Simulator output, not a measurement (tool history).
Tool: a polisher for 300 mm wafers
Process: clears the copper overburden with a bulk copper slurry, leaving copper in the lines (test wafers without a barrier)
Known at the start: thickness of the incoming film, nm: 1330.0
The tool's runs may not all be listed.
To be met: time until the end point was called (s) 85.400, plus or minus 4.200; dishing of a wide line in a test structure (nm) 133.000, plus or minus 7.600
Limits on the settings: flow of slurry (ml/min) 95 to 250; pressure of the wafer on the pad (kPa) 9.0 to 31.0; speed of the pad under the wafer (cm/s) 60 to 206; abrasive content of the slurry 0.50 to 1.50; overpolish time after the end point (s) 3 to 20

| run | hour | flow of slurry (ml/min) | pressure of the wafer on the pad (kPa) | speed of the pad under the wafer (cm/s) | abrasive content of the slurry | overpolish time after the end point (s) | time until the end point was called (s) | dishing of a wide line in a test structure (nm) |
|---|---|---|---|---|---|---|---|---|
| 1 | 0.0 | 160 | 20.0 | 132 | 1.00 | 10 | 105.450 | 75.857 |
| 2 | 2.3 | 160 | 20.7 | 132 | 1.00 | 11 | 103.550 | 82.425 |
| 3 | 7.7 | 125 | 20.7 | 132 | 1.00 | 11 | 103.300 | 80.762 |
| 4 | 12.5 | 125 | 21.4 | 132 | 1.00 | 12 | 101.290 | 89.313 |
| 5 | 19.7 | 125 | 21.4 | 132 | 0.85 | 12 | 105.110 | 84.783 |
| 6 | 24.4 | 125 | 22.1 | 132 | 0.85 | 13 | 101.870 | 94.521 |
| 7 | 26.9 | 125 | 22.8 | 132 | 0.85 | 13 | 97.515 | 97.484 |
| 8 | 31.8 | 125 | 23.4 | 132 | 0.85 | 13 | 93.130 | 99.790 |
| 9 | 37.5 | 130 | 24.1 | 132 | 0.90 | 15 | 91.448 | 112.690 |
| 10 | 39.8 | 130 | 24.8 | 132 | 0.90 | 16 | 88.316 | 120.570 |

Consider the 4 candidate settings below. Which is the only one whose results all fall within their allowed miss of target?
| A | 42.1 | 130 | 25.5 | 154 | 1.05 | 15 | ? | ? |
| B | 42.1 | 150 | 26.2 | 146 | 0.85 | 16 | ? | ? |
| C | 42.1 | 170 | 24.1 | 144 | 0.90 | 13 | ? | ? |
| D | 42.1 | 140 | 26.2 | 130 | 0.90 | 18 | ? | ? |

| move | time until the end point was called (s) | dishing of a wide line in a test structure (nm) |
|---|---|---|
| A | 74.231 | 131.790 |
| B | 76.623 | 134.880 |
| C | 81.919 | 112.690 |
| D | 84.890 | 136.050 |
A: gets the furthest-off result to its target, but another result is out of tolerance
B: gets the furthest-off result to its target, but another result is out of tolerance
C: the biggest miss grows against the last run
D: hits every target within its allowed miss
D meets every target.
